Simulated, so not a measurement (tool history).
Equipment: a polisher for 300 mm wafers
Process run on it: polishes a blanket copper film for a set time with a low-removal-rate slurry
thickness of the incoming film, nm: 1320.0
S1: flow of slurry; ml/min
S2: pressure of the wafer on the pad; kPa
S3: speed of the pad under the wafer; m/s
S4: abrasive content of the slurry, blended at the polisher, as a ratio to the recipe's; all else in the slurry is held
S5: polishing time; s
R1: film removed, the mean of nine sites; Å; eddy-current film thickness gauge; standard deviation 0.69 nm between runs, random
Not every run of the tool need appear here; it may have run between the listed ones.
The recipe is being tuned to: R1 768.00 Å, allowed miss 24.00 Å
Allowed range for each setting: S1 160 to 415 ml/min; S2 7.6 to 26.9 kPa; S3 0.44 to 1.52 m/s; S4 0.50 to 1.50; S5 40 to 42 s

Run 1, hour 0.0: S1 265 ml/min, S2 17.2 kPa, S3 0.98 m/s, S4 1.00, S5 40 s. Result: R1 1207.20 Å.
Run 2, hour 7.5: S1 265 ml/min, S2 17.2 kPa, S3 0.84 m/s, S4 1.00, S5 40 s. Result: R1 1071.70 Å.
Run 3, hour 13.7: S1 265 ml/min, S2 21.4 kPa, S3 0.84 m/s, S4 1.00, S5 40 s. Result: R1 1313.80 Å.
Run 4, hour 15.3: S1 330 ml/min, S2 21.4 kPa, S3 0.84 m/s, S4 1.00, S5 40 s. Result: R1 1363.10 Å.
Run 5, hour 16.6: S1 330 ml/min, S2 24.8 kPa, S3 0.84 m/s, S4 1.00, S5 40 s. Result: R1 1561.20 Å.
Run 6, hour 23.5: S1 330 ml/min, S2 24.8 kPa, S3 0.84 m/s, S4 1.00, S5 42 s. Result: R1 1660.20 Å.
Run 7, hour 31.8: S1 330 ml/min, S2 22.8 kPa, S3 0.84 m/s, S4 1.00, S5 42 s. Result: R1 1504.40 Å.
Run 8, hour 34.8: S1 330 ml/min, S2 20.7 kPa, S3 0.84 m/s, S4 1.00, S5 42 s. Result: R1 1387.80 Å.
Run 9, hour 43.5: S1 325 ml/min, S2 18.6 kPa, S3 0.84 m/s, S4 1.00, S5 42 s. Result: R1 1238.20 Å.
Run 10, hour 46.7: S1 325 ml/min, S2 17.2 kPa, S3 0.84 m/s, S4 1.00, S5 42 s. Result: R1 1145.80 Å.
Run 11, hour 52.4: S1 325 ml/min, S2 15.9 kPa, S3 0.84 m/s, S4 1.00, S5 42 s. Result: R1 1066.70 Å.
Run 12, hour 53.4: S1 325 ml/min, S2 15.2 kPa, S3 0.84 m/s, S4 1.00, S5 42 s. Result: R1 1019.10 Å.
Run 13, hour 56.4: S1 325 ml/min, S2 14.5 kPa, S3 0.84 m/s, S4 1.00, S5 42 s. Result: R1 973.31 Å.
Run 14, hour 59.2: S1 325 ml/min, S2 13.8 kPa, S3 0.84 m/s, S4 1.00, S5 42 s. Result: R1 933.64 Å.
Run 15, hour 62.9: S1 315 ml/min, S2 9.7 kPa, S3 0.84 m/s, S4 1.00, S5 42 s. Result: R1 668.81 Å.
Run 16, hour 71.5: S1 320 ml/min, S2 9.7 kPa, S3 0.84 m/s, S4 1.00, S5 42 s. Result: R1 654.24 Å.

Pick the move, out of 5, that brings all results within their allowed miss; only one does.
Run A, hour 80.1: S1 375 ml/min, S2 13.1 kPa, S3 0.82 m/s, S4 0.80, S5 40 s. Result: R1 ?.
Run B, hour 80.1: S1 305 ml/min, S2 9.7 kPa, S3 1.08 m/s, S4 1.15, S5 42 s. Result: R1 ?.
Run C, hour 80.1: S1 330 ml/min, S2 13.1 kPa, S3 0.80 m/s, S4 0.95, S5 41 s. Result: R1 ?.
Run D, hour 80.1: S1 380 ml/min, S2 11.0 kPa, S3 0.94 m/s, S4 1.15, S5 42 s. Result: R1 ?.
Run E, hour 80.1: S1 335 ml/min, S2 9.0 kPa, S3 1.20 m/s, S4 0.70, S5 42 s. Result: R1 ?.

move      R1
   A  807.98
   B  795.95
   C  823.71
   D  830.22
   E  761.40
A: moves the result that the last run missed by most past its target, out the other side
B: moves the result that the last run missed by most past its target, out the other side
C: moves the result that the last run missed by most past its target, out the other side
D: moves the result that the last run missed by most past its target, out the other side
E: hits every target within its allowed miss
E meets every target.

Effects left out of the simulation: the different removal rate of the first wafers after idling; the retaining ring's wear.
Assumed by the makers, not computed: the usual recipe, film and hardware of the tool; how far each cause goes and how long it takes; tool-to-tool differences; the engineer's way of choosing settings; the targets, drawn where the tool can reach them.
